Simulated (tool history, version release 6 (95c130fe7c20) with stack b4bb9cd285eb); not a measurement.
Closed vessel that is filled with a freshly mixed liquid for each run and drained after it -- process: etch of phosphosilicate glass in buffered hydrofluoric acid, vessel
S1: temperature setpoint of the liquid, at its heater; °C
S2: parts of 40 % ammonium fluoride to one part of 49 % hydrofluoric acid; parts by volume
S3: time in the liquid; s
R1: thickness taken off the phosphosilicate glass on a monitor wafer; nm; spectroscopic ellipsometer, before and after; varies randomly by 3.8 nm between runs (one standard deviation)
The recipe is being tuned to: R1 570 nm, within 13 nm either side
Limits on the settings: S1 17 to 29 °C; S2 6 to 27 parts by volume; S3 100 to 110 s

| run | hour | S1 | S2 | S3 | R1 |
|---|---|---|---|---|---|
| 1 | 0 | 21 | 16.5 | 100 | 293.46 |
| 2 | 0.8 | 23.5 | 16.5 | 100 | 336.76 |
| 3 | 9.5 | 24.5 | 16 | 100 | 364.9 |
| 4 | 18 | 24.5 | 16 | 110 | 400 |
| 5 | 24.7 | 24.5 | 12.5 | 110 | 516.85 |
| 6 | 32.9 | 24.5 | 12.5 | 110 | 508.75 |
| 7 | 39.4 | 25 | 12.5 | 110 | 520.42 |
| 8 | 45.3 | 25.5 | 12.5 | 110 | 541.61 |

Pick the move, out of 4, that brings all results within their allowed miss; only one does.
| A | 51.2 | 25.5 | 13 | 110 | ? |
| B | 51.2 | 23.5 | 12 | 110 | ? |
| C | 51.2 | 25.5 | 12 | 110 | ? |
| D | 51.2 | 23.5 | 11.5 | 110 | ? |

| move | R1 |
|---|---|
| A | 522.27 |
| B | 506.59 |
| C | 564.8 |
| D | 528.1 |
A: misses by more than the last run did
B: misses by more than the last run did
C: meets every target
D: misses by more than the last run did
Go with C: it meets all targets.

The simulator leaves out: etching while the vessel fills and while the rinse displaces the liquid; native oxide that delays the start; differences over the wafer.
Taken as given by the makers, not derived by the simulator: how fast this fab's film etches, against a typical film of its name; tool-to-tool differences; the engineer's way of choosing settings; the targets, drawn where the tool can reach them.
